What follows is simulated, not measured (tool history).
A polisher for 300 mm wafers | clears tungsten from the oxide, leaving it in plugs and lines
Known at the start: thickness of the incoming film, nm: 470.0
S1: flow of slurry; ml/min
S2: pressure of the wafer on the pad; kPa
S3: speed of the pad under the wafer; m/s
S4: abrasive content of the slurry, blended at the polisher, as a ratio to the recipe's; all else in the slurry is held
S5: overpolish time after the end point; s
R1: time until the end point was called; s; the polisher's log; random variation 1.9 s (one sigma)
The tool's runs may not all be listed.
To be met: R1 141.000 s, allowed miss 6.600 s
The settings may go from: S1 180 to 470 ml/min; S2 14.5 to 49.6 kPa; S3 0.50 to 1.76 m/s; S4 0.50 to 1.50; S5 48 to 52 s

run	hour	S1	S2	S3	S4	S5	R1
1	0.0	300	31.7	1.12	1.00	48	88.967
2	2.6	300	29.0	1.12	1.00	48	97.571
3	10.9	240	29.0	1.12	1.00	48	99.455
4	15.6	240	26.9	1.12	1.00	48	104.520
5	21.8	240	24.8	1.12	1.00	48	116.460
6	29.2	240	23.4	1.12	1.00	48	121.150
7	37.2	240	22.8	1.12	1.00	48	127.030
8	43.6	240	22.1	1.12	1.00	48	131.410
9	52.1	240	21.4	1.12	1.00	48	133.470

Which of these 4 next moves meets every target?
A	60.6	215	24.8	0.76	0.95	50	?
B	60.6	215	17.9	1.30	1.05	50	?
C	60.6	285	19.3	1.04	0.95	48	?
D	60.6	290	20.0	0.96	1.00	48	?

move	R1
A	158.130
B	147.050
C	159.760
D	159.520
A: takes the result that was furthest off past its target
B: meets every target
C: takes the result that was furthest off past its target
D: takes the result that was furthest off past its target
Move B is the one to make.
